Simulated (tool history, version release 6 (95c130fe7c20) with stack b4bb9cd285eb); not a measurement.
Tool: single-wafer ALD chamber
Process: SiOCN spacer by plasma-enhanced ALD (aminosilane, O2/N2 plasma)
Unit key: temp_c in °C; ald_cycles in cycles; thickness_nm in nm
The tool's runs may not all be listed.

Run 1, hour 0.0: temp_c 375 °C, ald_cycles 65 cycles. Result: thickness_nm 3.7785 nm.
Run 2, hour 7.0: temp_c 371 °C, ald_cycles 65 cycles. Result: thickness_nm 3.7431 nm.
Run 3, hour 11.2: temp_c 371 °C, ald_cycles 61 cycles. Result: thickness_nm 3.5139 nm.
Run 4, hour 18.9: temp_c 371 °C, ald_cycles 62 cycles. Result: thickness_nm 3.5828 nm.
Run 5, hour 24.1: temp_c 371 °C, ald_cycles 63 cycles. Result: thickness_nm 3.6212 nm.
Run 6, hour 31.8: temp_c 377 °C, ald_cycles 63 cycles. Result: thickness_nm 3.6378 nm.
Run 7, hour 37.3: temp_c 377 °C, ald_cycles 64 cycles. Result: thickness_nm 3.6854 nm.
Run 8, hour 39.1: temp_c 377 °C, ald_cycles 65 cycles. Result: thickness_nm 3.7565 nm.
At hour 45.8: thermocouple changed; heater temperature recalibrated.
Run 9, hour 45.8: temp_c 377 °C, ald_cycles 66 cycles. Result: thickness_nm 3.8197 nm.

For run 10, what comes out?
Run 10, hour 47.2: temp_c 377 °C, ald_cycles 67 cycles. Result: thickness_nm ?.

Logged for run 10: thickness_nm 3.8804 nm.
